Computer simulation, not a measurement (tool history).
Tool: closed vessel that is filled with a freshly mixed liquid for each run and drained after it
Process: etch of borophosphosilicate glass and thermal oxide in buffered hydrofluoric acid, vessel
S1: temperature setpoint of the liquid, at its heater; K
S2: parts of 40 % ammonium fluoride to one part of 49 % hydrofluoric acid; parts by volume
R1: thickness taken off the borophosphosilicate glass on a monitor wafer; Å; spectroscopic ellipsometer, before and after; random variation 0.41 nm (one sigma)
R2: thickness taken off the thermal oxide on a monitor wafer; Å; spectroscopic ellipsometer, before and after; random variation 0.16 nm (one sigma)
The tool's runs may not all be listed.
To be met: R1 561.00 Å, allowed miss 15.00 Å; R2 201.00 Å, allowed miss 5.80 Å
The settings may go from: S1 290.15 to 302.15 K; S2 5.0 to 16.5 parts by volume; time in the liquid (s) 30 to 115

run 1 hour=0.0 | S1=294.15 S2=10.0 time_in_the_liquid_(s)=60 | R1=1493.10 R2=529.54
run 2 hour=1.6 | S1=294.15 S2=10.0 time_in_the_liquid_(s)=40 | R1=981.63 R2=348.34
run 3 hour=3.0 | S1=291.65 S2=10.0 time_in_the_liquid_(s)=40 | R1=857.65 R2=300.64
run 4 hour=4.8 | S1=291.65 S2=10.0 time_in_the_liquid_(s)=60 | R1=1277.50 R2=459.88
run 5 hour=9.8 | S1=291.65 S2=10.0 time_in_the_liquid_(s)=35 | R1=744.57 R2=264.94
run 6 hour=11.8 | S1=294.15 S2=10.0 time_in_the_liquid_(s)=35 | R1=847.55 R2=304.28
-- hour=12.9 thermometer replaced
run 7 hour=12.9 | S1=293.65 S2=10.5 time_in_the_liquid_(s)=35 | R1=889.26 R2=319.47
run 8 hour=15.9 | S1=293.15 S2=10.0 time_in_the_liquid_(s)=35 | R1=905.72 R2=325.52
run 9 hour=21.8 | S1=292.65 S2=10.5 time_in_the_liquid_(s)=35 | R1=842.21 R2=300.85
run 10 hour=23.1 | S1=292.65 S2=10.5 time_in_the_liquid_(s)=35 | R1=861.59 R2=300.61
run 11 hour=28.2 | S1=292.15 S2=10.0 time_in_the_liquid_(s)=35 | R1=856.91 R2=310.44
run 12 hour=36.2 | S1=291.65 S2=10.5 time_in_the_liquid_(s)=35 | R1=796.51 R2=281.96
run 13 hour=44.4 | S1=290.65 S2=13.5 time_in_the_liquid_(s)=30 | R1=509.02 R2=177.44
run 14 hour=47.2 | S1=291.65 S2=13.5 time_in_the_liquid_(s)=30 | R1=533.20 R2=190.99

4 next moves are on the table. One of them brings every result within its allowed miss. Which?
run A hour=50.0 | S1=290.15 S2=11.0 time_in_the_liquid_(s)=30 | R1=? R2=?
run B hour=50.0 | S1=294.15 S2=16.0 time_in_the_liquid_(s)=30 | R1=? R2=?
run C hour=50.0 | S1=290.15 S2=12.5 time_in_the_liquid_(s)=30 | R1=? R2=?
run D hour=50.0 | S1=295.15 S2=15.5 time_in_the_liquid_(s)=30 | R1=? R2=?

move=A R1=607.80 R2=218.50
move=B R1=524.74 R2=189.60
move=C R1=535.84 R2=192.82
move=D R1=572.04 R2=206.79
A: takes the result that was furthest off past its target
B: further off than the last run
C: nearer than the last run, and not there yet
D: meets every target
Move D is the one to make.
